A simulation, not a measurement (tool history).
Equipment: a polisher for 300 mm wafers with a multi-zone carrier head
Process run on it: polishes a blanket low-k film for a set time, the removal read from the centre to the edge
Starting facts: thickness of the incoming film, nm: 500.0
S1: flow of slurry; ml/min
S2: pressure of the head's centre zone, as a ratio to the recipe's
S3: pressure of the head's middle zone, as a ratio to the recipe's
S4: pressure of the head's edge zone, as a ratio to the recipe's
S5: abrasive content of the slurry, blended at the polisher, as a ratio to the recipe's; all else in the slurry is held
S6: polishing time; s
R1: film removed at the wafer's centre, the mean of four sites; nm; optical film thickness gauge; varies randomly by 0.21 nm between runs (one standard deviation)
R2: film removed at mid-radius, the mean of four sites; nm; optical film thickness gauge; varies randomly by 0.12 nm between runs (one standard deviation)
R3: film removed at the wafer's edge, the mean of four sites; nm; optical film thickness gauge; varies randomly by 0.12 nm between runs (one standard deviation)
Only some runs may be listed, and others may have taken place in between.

run  hour   S1    S2    S3    S4   S5  S6      R1      R2      R3
  1   0.0  180  1.00  1.00  1.00  1.0  41  15.662  15.504  15.464
  2   6.4  180  1.00  1.00  1.00  1.0  46  17.321  17.315  17.424
  3  14.4  180  1.00  1.00  1.00  1.0  50  18.749  18.776  18.878
  4  23.3  180  1.00  0.94  1.00  1.0  50  18.957  17.962  18.923
  5  27.3  180  1.00  0.94  1.00  1.0  42  15.775  14.994  15.737
  6  30.9  140  1.00  0.94  1.00  1.0  42  14.676  14.355  15.221
  7  38.4  150  0.99  0.95  1.00  1.0  42  15.041  14.656  15.307

The next listed run, before its measurement:
  8  39.4  160  0.98  0.96  1.00  1.0  42   ?   ?   ?

{"run 8": {"R1": 14.931, "R2": 15.065, "R3": 15.518}}

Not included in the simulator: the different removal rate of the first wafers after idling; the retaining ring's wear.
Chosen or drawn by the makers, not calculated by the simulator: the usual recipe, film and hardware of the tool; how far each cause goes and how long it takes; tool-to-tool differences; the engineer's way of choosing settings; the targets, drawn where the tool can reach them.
